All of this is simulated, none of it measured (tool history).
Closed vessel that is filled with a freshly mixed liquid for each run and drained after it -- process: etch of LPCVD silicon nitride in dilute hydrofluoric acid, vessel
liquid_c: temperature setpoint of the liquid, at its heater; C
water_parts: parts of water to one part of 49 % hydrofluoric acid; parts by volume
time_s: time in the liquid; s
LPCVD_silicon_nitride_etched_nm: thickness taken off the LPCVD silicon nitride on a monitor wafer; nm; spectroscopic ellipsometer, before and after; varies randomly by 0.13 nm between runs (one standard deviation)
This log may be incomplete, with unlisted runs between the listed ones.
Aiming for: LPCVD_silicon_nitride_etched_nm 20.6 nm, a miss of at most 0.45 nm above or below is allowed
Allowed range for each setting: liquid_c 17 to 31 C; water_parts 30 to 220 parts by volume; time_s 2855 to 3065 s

run	day	liquid_c	water_parts	time_s	LPCVD_silicon_nitride_etched_nm
1	0	23	125	2855	10.45
2	0.408	25.5	120	2855	12.772
3	0.712	27	115	2855	14.794
4	1.112	28	115	2855	15.991
5	1.238	25.5	115	2855	13.543
6	1.383	27	115	2855	14.972
7	1.688	28	115	2855	15.859
8	2.067	29	115	2855	16.99
9	2.179	29.5	115	2855	17.502
10	2.446	30	115	2855	18.089
11	2.633	30	115	2855	18.026
12	2.746	30	115	2855	18.068
13	2.992	30.5	115	2855	18.577
14	3.392	30.5	110	2855	19.479

Consider the 4 candidate settings below. Which is the only one whose results all fall within their allowed miss of target?
A	3.792	30.5	110	2890	?
B	3.792	31	120	2975	?
C	3.792	31	105	2940	?
D	3.792	28	95	3065	?

move	LPCVD_silicon_nitride_etched_nm
A	19.772
B	19.218
C	21.746
D	20.773
A: closer than the last run, but not yet in spec
B: lands further from the targets than the last run did
C: takes the result that was furthest off past its target
D: every result lands within tolerance
The move that meets every target is D.

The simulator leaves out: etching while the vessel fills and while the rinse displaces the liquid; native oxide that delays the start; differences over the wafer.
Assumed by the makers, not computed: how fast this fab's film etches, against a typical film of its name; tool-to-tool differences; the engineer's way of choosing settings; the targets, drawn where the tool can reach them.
